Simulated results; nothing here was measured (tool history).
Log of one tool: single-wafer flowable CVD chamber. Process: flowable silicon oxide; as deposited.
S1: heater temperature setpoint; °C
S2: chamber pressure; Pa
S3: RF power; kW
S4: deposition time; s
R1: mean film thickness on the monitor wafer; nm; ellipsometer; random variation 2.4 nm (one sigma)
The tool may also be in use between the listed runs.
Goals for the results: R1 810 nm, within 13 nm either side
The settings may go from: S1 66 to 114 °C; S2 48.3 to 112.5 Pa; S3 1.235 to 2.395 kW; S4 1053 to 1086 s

run  hour  S1    S2     S3    S4      R1
  1     0  90  80.4  1.815  1053  485.54
  2   7.8  90  80.4  2.075  1053  498.08
  3  11.8  84  80.4  2.075  1053  597.73
  4  19.6  84  80.4  2.075  1086  616.51
  5  22.6  83  80.4  2.075  1086  634.19
  6  27.2  83  92.3  2.075  1086  725.09
  7  34.5  81  92.3  2.075  1086  759.31
  8  41.6  80  92.3  2.075  1086   779.1

Next run, 4 choices. One meets every target within its allowed miss, the rest don't. Which?
  A  48.7  83  108.9   2.25  1081   ?
  B  48.7  79     96  2.005  1074   ?
  C  48.7  74   74.4    1.9  1084   ?
  D  48.7  81   98.9   1.96  1061   ?

move      R1
   A  854.29
   B  813.53
   C  726.24
   D  781.44
A: takes the result that was furthest off past its target
B: every result within its allowed miss
C: its largest miss is bigger than the last run's
D: nearer the targets than the last run, but a result is still out of spec
B meets every target.
